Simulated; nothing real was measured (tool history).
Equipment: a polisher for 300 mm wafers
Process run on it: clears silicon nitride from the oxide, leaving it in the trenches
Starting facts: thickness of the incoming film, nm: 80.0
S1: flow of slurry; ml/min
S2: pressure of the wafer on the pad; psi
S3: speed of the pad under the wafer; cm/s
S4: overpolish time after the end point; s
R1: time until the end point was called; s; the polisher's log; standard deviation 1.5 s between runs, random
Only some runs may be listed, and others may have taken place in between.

run  hour   S1   S2   S3  S4       R1
  1   0.0  200  1.8  128   9  121.730
  2   3.6  200  1.8  102   9  146.370
  3   9.5  200  2.0  106   9  125.580
  4  16.8  200  2.1  108   9  117.750
  5  18.1  245  2.1  108   9  122.590
  6  24.2  245  2.2  110   9  112.860
  7  27.3  245  2.3  112   9  106.920
  8  35.7  245  2.4  114   9  100.220
  9  41.8  245  2.5  116   9   92.087
 10  50.5  245  2.6  116   9   91.200

For run 11, what comes out?
 11  51.5  245  2.6  118   9   ?

R1: 92.837 s
